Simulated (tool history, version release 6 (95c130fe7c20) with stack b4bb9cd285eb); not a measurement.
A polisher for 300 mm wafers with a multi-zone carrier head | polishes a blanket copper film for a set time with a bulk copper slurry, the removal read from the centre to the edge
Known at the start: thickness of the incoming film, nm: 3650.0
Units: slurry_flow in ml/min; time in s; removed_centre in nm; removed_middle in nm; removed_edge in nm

| run | hour | slurry_flow | centre_zone | middle_zone | edge_zone | slurry_solids | time | removed_centre | removed_middle | removed_edge |
|---|---|---|---|---|---|---|---|---|---|---|
| 1 | 0.0 | 175 | 1.00 | 1.00 | 1.00 | 1.00 | 46 | 371.59 | 369.35 | 371.88 |
| 2 | 4.2 | 175 | 1.00 | 1.00 | 1.00 | 1.10 | 46 | 379.74 | 381.50 | 368.67 |
| 3 | 9.8 | 145 | 1.00 | 1.00 | 1.00 | 1.10 | 46 | 363.66 | 375.73 | 369.51 |
| 4 | 18.1 | 145 | 1.00 | 1.00 | 1.00 | 0.95 | 46 | 353.52 | 360.32 | 360.23 |
| 5 | 19.3 | 140 | 0.96 | 0.98 | 0.97 | 0.80 | 41 | 286.68 | 303.17 | 299.64 |
| 6 | 22.0 | 135 | 0.93 | 0.94 | 0.96 | 0.70 | 39 | 256.24 | 264.36 | 267.19 |
| 7 | 29.4 | 130 | 0.90 | 0.92 | 0.97 | 0.65 | 38 | 241.36 | 254.20 | 260.38 |

Forecast run 8:
|  | 30.8 | worn pad replaced by a new one |
| 8 | 30.8 | 115 | 0.81 | 0.85 | 0.97 | 0.50 | 32 | ? | ? | ? |

removed_centre: 184.65 nm
removed_middle: 205.93 nm
removed_edge: 226.24 nm

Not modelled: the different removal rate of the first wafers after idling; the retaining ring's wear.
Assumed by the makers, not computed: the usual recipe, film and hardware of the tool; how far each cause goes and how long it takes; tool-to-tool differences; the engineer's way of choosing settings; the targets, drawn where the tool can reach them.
